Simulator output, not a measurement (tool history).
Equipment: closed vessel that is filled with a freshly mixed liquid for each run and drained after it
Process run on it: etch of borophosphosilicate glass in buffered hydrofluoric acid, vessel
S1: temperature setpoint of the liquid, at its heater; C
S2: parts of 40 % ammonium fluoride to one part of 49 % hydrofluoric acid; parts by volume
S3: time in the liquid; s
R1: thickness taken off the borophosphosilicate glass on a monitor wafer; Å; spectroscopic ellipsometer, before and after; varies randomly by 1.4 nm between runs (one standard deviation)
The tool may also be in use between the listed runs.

{"run": 1, "hour": 0.0, "S1": 24, "S2": 13.5, "S3": 90, "R1": 2088.5}
{"run": 2, "hour": 7.1, "S1": 25.5, "S2": 13.5, "S3": 90, "R1": 2268.7}
{"run": 3, "hour": 9.8, "S1": 25.5, "S2": 16.5, "S3": 90, "R1": 1850.5}
{"run": 4, "hour": 16.5, "S1": 27, "S2": 16, "S3": 90, "R1": 2066.1}
{"run": 5, "hour": 25.6, "S1": 27, "S2": 16, "S3": 90, "R1": 2066.7}
{"run": 6, "hour": 29.4, "S1": 27, "S2": 18.5, "S3": 90, "R1": 1802.1}

Forecast run 7:
{"run": 7, "hour": 36.9, "S1": 28.5, "S2": 17.5, "S3": 90, "R1": "?"}

For run 7 the tool returned R1 2041 Å.

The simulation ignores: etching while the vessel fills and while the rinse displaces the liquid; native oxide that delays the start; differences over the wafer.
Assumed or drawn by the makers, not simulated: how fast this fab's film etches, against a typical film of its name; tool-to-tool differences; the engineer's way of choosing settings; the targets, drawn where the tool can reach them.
